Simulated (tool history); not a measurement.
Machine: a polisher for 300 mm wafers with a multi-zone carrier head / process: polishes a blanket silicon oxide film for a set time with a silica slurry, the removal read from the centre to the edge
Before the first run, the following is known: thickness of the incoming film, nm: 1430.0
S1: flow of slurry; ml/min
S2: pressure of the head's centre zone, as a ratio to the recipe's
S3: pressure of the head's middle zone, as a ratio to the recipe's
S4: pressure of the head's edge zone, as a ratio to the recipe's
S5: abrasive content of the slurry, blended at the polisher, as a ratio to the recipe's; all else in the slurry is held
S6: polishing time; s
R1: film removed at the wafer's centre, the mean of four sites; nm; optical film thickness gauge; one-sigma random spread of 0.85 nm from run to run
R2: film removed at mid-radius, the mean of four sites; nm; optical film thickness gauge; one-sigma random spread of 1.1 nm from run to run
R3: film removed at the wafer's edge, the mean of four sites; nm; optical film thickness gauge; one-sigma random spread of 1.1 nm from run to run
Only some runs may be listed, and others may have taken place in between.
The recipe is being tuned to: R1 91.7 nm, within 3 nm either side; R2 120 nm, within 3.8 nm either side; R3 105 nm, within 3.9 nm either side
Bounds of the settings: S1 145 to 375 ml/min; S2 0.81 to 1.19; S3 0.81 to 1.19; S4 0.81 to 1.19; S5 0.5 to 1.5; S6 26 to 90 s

{"run": 1, "hour": 0.0, "S1": 240, "S2": 1, "S3": 1, "S4": 1, "S5": 1, "S6": 58, "R1": 155.62, "R2": 146.01, "R3": 145.65}
{"run": 2, "hour": 6.7, "S1": 240, "S2": 1, "S3": 1.06, "S4": 1, "S5": 1, "S6": 58, "R1": 154.9, "R2": 151.9, "R3": 143.37}
{"run": 3, "hour": 14.3, "S1": 240, "S2": 1, "S3": 1.06, "S4": 1, "S5": 1, "S6": 44, "R1": 118.27, "R2": 114.66, "R3": 106.98}
{"run": 4, "hour": 18.1, "S1": 240, "S2": 1, "S3": 1.06, "S4": 1.03, "S5": 1, "S6": 44, "R1": 117.21, "R2": 117.04, "R3": 108.86}
{"run": 5, "hour": 21.2, "S1": 240, "S2": 1, "S3": 1.01, "S4": 1.03, "S5": 1, "S6": 44, "R1": 119.19, "R2": 113.17, "R3": 111.27}
{"run": 6, "hour": 25.1, "S1": 195, "S2": 1, "S3": 1.01, "S4": 1.03, "S5": 1, "S6": 44, "R1": 113.85, "R2": 109.74, "R3": 107.28}
{"run": 7, "hour": 31.2, "S1": 190, "S2": 0.98, "S3": 1.03, "S4": 1.04, "S5": 1, "S6": 44, "R1": 111.93, "R2": 109.99, "R3": 108.54}
{"run": 8, "hour": 37.2, "S1": 190, "S2": 0.98, "S3": 1.03, "S4": 1.04, "S5": 1, "S6": 44, "R1": 111.5, "R2": 110.96, "R3": 108.75}
{"run": 9, "hour": 44.3, "S1": 185, "S2": 0.96, "S3": 1.05, "S4": 1.04, "S5": 1, "S6": 44, "R1": 108.95, "R2": 114.18, "R3": 109.21}
{"hour": 48.1, "done": "centre zone pressure recalibrated"}
{"run": 10, "hour": 48.1, "S1": 180, "S2": 0.94, "S3": 1.06, "S4": 1.03, "S5": 1, "S6": 44, "R1": 98.922, "R2": 114.39, "R3": 105.86}
{"run": 11, "hour": 55.1, "S1": 180, "S2": 0.94, "S3": 1.07, "S4": 1.03, "S5": 1, "S6": 44, "R1": 98.773, "R2": 113.45, "R3": 108.33}
{"run": 12, "hour": 63.1, "S1": 180, "S2": 0.94, "S3": 1.08, "S4": 1.02, "S5": 1, "S6": 44, "R1": 99.459, "R2": 114.22, "R3": 104.91}
{"run": 13, "hour": 68.7, "S1": 180, "S2": 0.93, "S3": 1.09, "S4": 1.02, "S5": 1, "S6": 44, "R1": 97.435, "R2": 115.32, "R3": 106.96}
{"run": 14, "hour": 70.9, "S1": 180, "S2": 0.93, "S3": 1.1, "S4": 1.02, "S5": 1, "S6": 44, "R1": 98.244, "R2": 118.49, "R3": 105.65}
{"run": 15, "hour": 74.5, "S1": 175, "S2": 0.93, "S3": 1.1, "S4": 1.02, "S5": 1, "S6": 44, "R1": 98.894, "R2": 118.28, "R3": 106.92}

Pick the move, out of 5, that brings all results within their allowed miss; only one does.
{"run": "A", "hour": 78.1, "S1": 145, "S2": 0.84, "S3": 1.08, "S4": 0.87, "S5": 1.15, "S6": 44, "R1": "?", "R2": "?", "R3": "?"}
{"run": "B", "hour": 78.1, "S1": 180, "S2": 1.01, "S3": 1.05, "S4": 0.98, "S5": 1.1, "S6": 43, "R1": "?", "R2": "?", "R3": "?"}
{"run": "C", "hour": 78.1, "S1": 155, "S2": 0.84, "S3": 1.11, "S4": 1, "S5": 1, "S6": 49, "R1": "?", "R2": "?", "R3": "?"}
{"run": "D", "hour": 78.1, "S1": 155, "S2": 0.89, "S3": 1.19, "S4": 1.06, "S5": 0.95, "S6": 48, "R1": "?", "R2": "?", "R3": "?"}
{"run": "E", "hour": 78.1, "S1": 145, "S2": 0.84, "S3": 1.08, "S4": 1.08, "S5": 1, "S6": 47, "R1": "?", "R2": "?", "R3": "?"}

move=A R1=92.792 R2=121.88 R3=105.99
move=B R1=109.56 R2=116.39 R3=108.94
move=C R1=96.924 R2=130.01 R3=117.75
move=D R1=97.841 R2=130.96 R3=115.2
move=E R1=92.203 R2=121.07 R3=116.73
A: all results land within tolerance of their targets
B: its largest miss is bigger than the last run's
C: its largest miss is bigger than the last run's
D: its largest miss is bigger than the last run's
E: corrects the largest miss of the last run, while another result sits out of spec
Correct choice: A, which meets every target

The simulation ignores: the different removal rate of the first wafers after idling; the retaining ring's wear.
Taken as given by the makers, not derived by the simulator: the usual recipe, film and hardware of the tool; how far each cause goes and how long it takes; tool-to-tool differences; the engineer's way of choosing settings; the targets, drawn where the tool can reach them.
